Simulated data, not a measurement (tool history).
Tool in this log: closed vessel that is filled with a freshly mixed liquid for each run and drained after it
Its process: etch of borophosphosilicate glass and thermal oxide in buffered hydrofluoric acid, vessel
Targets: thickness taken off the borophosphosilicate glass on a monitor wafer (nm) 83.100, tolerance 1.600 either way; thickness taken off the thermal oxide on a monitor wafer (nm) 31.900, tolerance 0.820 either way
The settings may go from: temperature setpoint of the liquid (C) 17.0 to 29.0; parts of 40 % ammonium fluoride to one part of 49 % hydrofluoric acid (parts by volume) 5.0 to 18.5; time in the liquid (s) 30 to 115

run,hour,temperature setpoint of the liquid (C),parts of 40 % ammonium fluoride to one part of 49 % hydrofluoric acid (parts by volume),time in the liquid (s),thickness taken off the borophosphosilicate glass on a monitor wafer (nm),thickness taken off the thermal oxide on a monitor wafer (nm)
1,0.0,21.0,11.5,60,134.380,52.098
2,7.8,20.5,12.0,60,126.750,48.609
3,14.7,22.5,12.0,60,141.510,53.950
4,19.9,21.5,12.5,60,127.730,49.795
5,22.0,20.5,13.0,60,117.110,44.877
6,30.9,20.0,13.5,60,111.080,42.099
7,34.7,19.5,14.0,60,103.040,39.331
8,38.9,19.0,14.0,60,99.579,38.093
9,41.7,18.5,14.0,60,97.578,37.301
10,48.4,18.0,14.0,60,94.680,36.104
11,50.0,18.0,14.0,60,94.663,36.064

Which of these 4 next moves meets every target?
A,51.6,17.0,16.0,60,?,?
B,51.6,17.0,14.5,55,?,?
C,51.6,19.5,11.5,40,?,?
D,51.6,17.5,13.5,50,?,?

move,thickness taken off the borophosphosilicate glass on a monitor wafer (nm),thickness taken off the thermal oxide on a monitor wafer (nm)
A,78.032,29.956
B,78.851,30.254
C,82.911,31.823
D,79.128,30.359
A: the result that was furthest off in the last run now lies on the other side of its target
B: the result that was furthest off in the last run now lies on the other side of its target
C: all results land within tolerance of their targets
D: the result that was furthest off in the last run now lies on the other side of its target
Go with C: it meets all targets.
